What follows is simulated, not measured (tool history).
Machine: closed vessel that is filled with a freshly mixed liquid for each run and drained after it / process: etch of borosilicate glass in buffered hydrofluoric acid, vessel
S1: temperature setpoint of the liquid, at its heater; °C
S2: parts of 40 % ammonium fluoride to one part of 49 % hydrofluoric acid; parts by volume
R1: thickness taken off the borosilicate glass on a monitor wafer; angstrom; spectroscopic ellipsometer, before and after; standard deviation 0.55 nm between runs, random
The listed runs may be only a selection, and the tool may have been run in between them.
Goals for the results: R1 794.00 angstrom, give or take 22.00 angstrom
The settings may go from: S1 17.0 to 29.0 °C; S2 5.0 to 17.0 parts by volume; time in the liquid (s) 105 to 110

run 1 hour=0.0 | S1=21.0 S2=10.5 time_in_the_liquid_(s)=105 | R1=1111.40
run 2 hour=7.1 | S1=18.5 S2=10.5 time_in_the_liquid_(s)=105 | R1=968.38
run 3 hour=9.1 | S1=18.5 S2=8.0 time_in_the_liquid_(s)=105 | R1=1272.30
run 4 hour=16.3 | S1=18.5 S2=8.0 time_in_the_liquid_(s)=110 | R1=1332.90
run 5 hour=23.5 | S1=18.5 S2=6.0 time_in_the_liquid_(s)=110 | R1=1725.70
-- hour=27.5 hydrofluoric acid flow meter replaced
run 6 hour=27.5 | S1=18.5 S2=7.5 time_in_the_liquid_(s)=110 | R1=1308.80
run 7 hour=31.4 | S1=18.5 S2=8.0 time_in_the_liquid_(s)=110 | R1=1213.60
run 8 hour=39.0 | S1=18.5 S2=8.5 time_in_the_liquid_(s)=110 | R1=1143.30
run 9 hour=44.7 | S1=18.5 S2=9.0 time_in_the_liquid_(s)=110 | R1=1058.70
run 10 hour=48.9 | S1=17.5 S2=9.5 time_in_the_liquid_(s)=110 | R1=981.21
run 11 hour=52.0 | S1=17.0 S2=10.5 time_in_the_liquid_(s)=110 | R1=865.78
run 12 hour=58.4 | S1=17.0 S2=11.0 time_in_the_liquid_(s)=110 | R1=826.36

Which one of the following 4 next-run settings gets every result inside its allowed miss? There is exactly one.
run A hour=64.8 | S1=18.0 S2=11.0 time_in_the_liquid_(s)=110 | R1=?
run B hour=64.8 | S1=17.5 S2=11.0 time_in_the_liquid_(s)=110 | R1=?
run C hour=64.8 | S1=18.5 S2=12.0 time_in_the_liquid_(s)=105 | R1=?
run D hour=64.8 | S1=20.5 S2=12.5 time_in_the_liquid_(s)=105 | R1=?

move=A R1=882.70
move=B R1=858.52
move=C R1=794.73
move=D R1=852.03
A: lands further from the targets than the last run did
B: lands further from the targets than the last run did
C: meets every target
D: lands further from the targets than the last run did
The move that meets every target is C.
